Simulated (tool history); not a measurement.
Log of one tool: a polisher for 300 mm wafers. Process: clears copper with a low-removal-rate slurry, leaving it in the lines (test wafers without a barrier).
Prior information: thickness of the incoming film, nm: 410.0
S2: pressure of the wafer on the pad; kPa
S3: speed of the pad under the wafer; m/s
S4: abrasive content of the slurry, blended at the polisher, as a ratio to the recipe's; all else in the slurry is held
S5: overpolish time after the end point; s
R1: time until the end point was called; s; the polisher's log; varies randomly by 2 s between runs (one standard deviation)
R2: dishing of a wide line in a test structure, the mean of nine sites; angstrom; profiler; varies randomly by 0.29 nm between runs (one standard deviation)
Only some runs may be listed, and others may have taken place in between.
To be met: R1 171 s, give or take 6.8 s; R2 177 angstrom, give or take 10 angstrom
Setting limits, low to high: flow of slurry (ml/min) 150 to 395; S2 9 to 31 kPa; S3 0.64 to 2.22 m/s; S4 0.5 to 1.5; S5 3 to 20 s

{"run": 1, "day": 0.0, "flow of slurry (ml/min)": 250, "S2": 20, "S3": 1.42, "S4": 1, "S5": 10, "R1": 86.623, "R2": 311.92}
{"run": 2, "day": 0.279, "flow of slurry (ml/min)": 250, "S2": 20, "S3": 1.42, "S4": 1, "S5": 7, "R1": 89.442, "R2": 231.44}
{"run": 3, "day": 0.396, "flow of slurry (ml/min)": 250, "S2": 20, "S3": 1.42, "S4": 1.2, "S5": 7, "R1": 84.61, "R2": 230.2}
{"run": 4, "day": 0.692, "flow of slurry (ml/min)": 250, "S2": 20, "S3": 1.22, "S4": 1.2, "S5": 7, "R1": 99.704, "R2": 209.79}
{"run": 5, "day": 0.925, "flow of slurry (ml/min)": 245, "S2": 19.3, "S3": 1.22, "S4": 1.2, "S5": 7, "R1": 98.569, "R2": 207.62}
{"run": 6, "day": 1.004, "flow of slurry (ml/min)": 245, "S2": 19.3, "S3": 1.22, "S4": 1.2, "S5": 11, "R1": 100.72, "R2": 294.22}
{"run": 7, "day": 1.35, "flow of slurry (ml/min)": 245, "S2": 18.6, "S3": 1.2, "S4": 1.2, "S5": 11, "R1": 107.63, "R2": 279.88}
{"run": 8, "day": 1.504, "flow of slurry (ml/min)": 245, "S2": 17.9, "S3": 1.2, "S4": 1.2, "S5": 11, "R1": 109, "R2": 279.06}
{"run": 9, "day": 1.662, "flow of slurry (ml/min)": 245, "S2": 17.2, "S3": 1.18, "S4": 1.2, "S5": 11, "R1": 115.41, "R2": 258.86}
{"run": 10, "day": 1.754, "flow of slurry (ml/min)": 245, "S2": 16.5, "S3": 1.18, "S4": 1.2, "S5": 11, "R1": 121.04, "R2": 259.92}
{"run": 11, "day": 1.875, "flow of slurry (ml/min)": 245, "S2": 15.9, "S3": 1.18, "S4": 1.2, "S5": 11, "R1": 125.96, "R2": 246.56}
{"run": 12, "day": 1.992, "flow of slurry (ml/min)": 245, "S2": 15.2, "S3": 1.18, "S4": 1.2, "S5": 11, "R1": 132.25, "R2": 239.02}
{"run": 13, "day": 2.304, "flow of slurry (ml/min)": 245, "S2": 14.5, "S3": 1.18, "S4": 1.2, "S5": 11, "R1": 136.97, "R2": 230.1}
{"run": 14, "day": 2.588, "flow of slurry (ml/min)": 245, "S2": 13.8, "S3": 1.18, "S4": 1.2, "S5": 11, "R1": 146.37, "R2": 220.46}
{"run": 15, "day": 2.817, "flow of slurry (ml/min)": 250, "S2": 12.4, "S3": 1.18, "S4": 1.2, "S5": 10, "R1": 160.97, "R2": 182.38}
{"run": 16, "day": 3.108, "flow of slurry (ml/min)": 250, "S2": 11, "S3": 1.18, "S4": 1.2, "S5": 10, "R1": 179.27, "R2": 165.52}

Pick the move, out of 4, that brings all results within their allowed miss; only one does.
{"run": "A", "day": 3.4, "flow of slurry (ml/min)": 305, "S2": 13.8, "S3": 0.94, "S4": 1.4, "S5": 10, "R1": "?", "R2": "?"}
{"run": "B", "day": 3.4, "flow of slurry (ml/min)": 265, "S2": 9.7, "S3": 1.18, "S4": 1.25, "S5": 10, "R1": "?", "R2": "?"}
{"run": "C", "day": 3.4, "flow of slurry (ml/min)": 210, "S2": 12.4, "S3": 1.1, "S4": 1.25, "S5": 9, "R1": "?", "R2": "?"}
{"run": "D", "day": 3.4, "flow of slurry (ml/min)": 225, "S2": 11, "S3": 1.12, "S4": 1.15, "S5": 12, "R1": "?", "R2": "?"}

move=A R1=171.2 R2=177.8
move=B R1=200.33 R2=153.71
move=C R1=172.87 R2=160.44
move=D R1=192.1 R2=187.3
A: hits every target within its allowed miss
B: misses by more than the last run did
C: gets the furthest-off result to its target, but another result is out of tolerance
D: misses by more than the last run did
A is the move that brings every result within its allowed miss.

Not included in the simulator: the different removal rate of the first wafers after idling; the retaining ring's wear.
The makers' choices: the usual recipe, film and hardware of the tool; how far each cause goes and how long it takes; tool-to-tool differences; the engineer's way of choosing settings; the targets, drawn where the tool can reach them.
